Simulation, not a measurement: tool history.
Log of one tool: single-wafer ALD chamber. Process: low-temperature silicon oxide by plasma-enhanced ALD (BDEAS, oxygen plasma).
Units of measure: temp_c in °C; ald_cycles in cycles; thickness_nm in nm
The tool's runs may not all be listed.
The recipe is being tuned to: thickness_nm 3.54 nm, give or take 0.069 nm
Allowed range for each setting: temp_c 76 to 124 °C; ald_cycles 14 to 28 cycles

{"run": 1, "hour": 0.0, "temp_c": 100, "ald_cycles": 21, "thickness_nm": 3.1203}
{"run": 2, "hour": 7.6, "temp_c": 100, "ald_cycles": 19, "thickness_nm": 2.7857}
{"run": 3, "hour": 11.5, "temp_c": 97, "ald_cycles": 20, "thickness_nm": 2.9835}
{"run": 4, "hour": 17.6, "temp_c": 94, "ald_cycles": 21, "thickness_nm": 3.1572}
{"run": 5, "hour": 22.2, "temp_c": 94, "ald_cycles": 18, "thickness_nm": 2.6992}
{"run": 6, "hour": 30.4, "temp_c": 94, "ald_cycles": 16, "thickness_nm": 2.4105}
{"run": 7, "hour": 36.2, "temp_c": 91, "ald_cycles": 18, "thickness_nm": 2.7692}
{"run": 8, "hour": 39.8, "temp_c": 87, "ald_cycles": 19, "thickness_nm": 2.9596}
{"run": 9, "hour": 43.1, "temp_c": 85, "ald_cycles": 20, "thickness_nm": 3.132}
{"run": 10, "hour": 50.7, "temp_c": 83, "ald_cycles": 20, "thickness_nm": 3.1465}
{"run": 11, "hour": 54.8, "temp_c": 82, "ald_cycles": 21, "thickness_nm": 3.296}
{"run": 12, "hour": 56.7, "temp_c": 81, "ald_cycles": 21, "thickness_nm": 3.3204}
{"run": 13, "hour": 64.5, "temp_c": 80, "ald_cycles": 21, "thickness_nm": 3.3343}
{"run": 14, "hour": 69.6, "temp_c": 79, "ald_cycles": 21, "thickness_nm": 3.3528}

5 next moves are on the table. One of them brings every result within its allowed miss. Which?
{"run": "A", "hour": 74.7, "temp_c": 78, "ald_cycles": 20, "thickness_nm": "?"}
{"run": "B", "hour": 74.7, "temp_c": 78, "ald_cycles": 23, "thickness_nm": "?"}
{"run": "C", "hour": 74.7, "temp_c": 87, "ald_cycles": 23, "thickness_nm": "?"}
{"run": "D", "hour": 74.7, "temp_c": 76, "ald_cycles": 23, "thickness_nm": "?"}
{"run": "E", "hour": 74.7, "temp_c": 80, "ald_cycles": 23, "thickness_nm": "?"}

move=A thickness_nm=3.1808
move=B thickness_nm=3.658
move=C thickness_nm=3.5376
move=D thickness_nm=3.6847
move=E thickness_nm=3.6312
A: further off than the last run
B: moves the result that the last run missed by most past its target, out the other side
C: in spec on every target
D: moves the result that the last run missed by most past its target, out the other side
E: moves the result that the last run missed by most past its target, out the other side
C is the move that brings every result within its allowed miss.
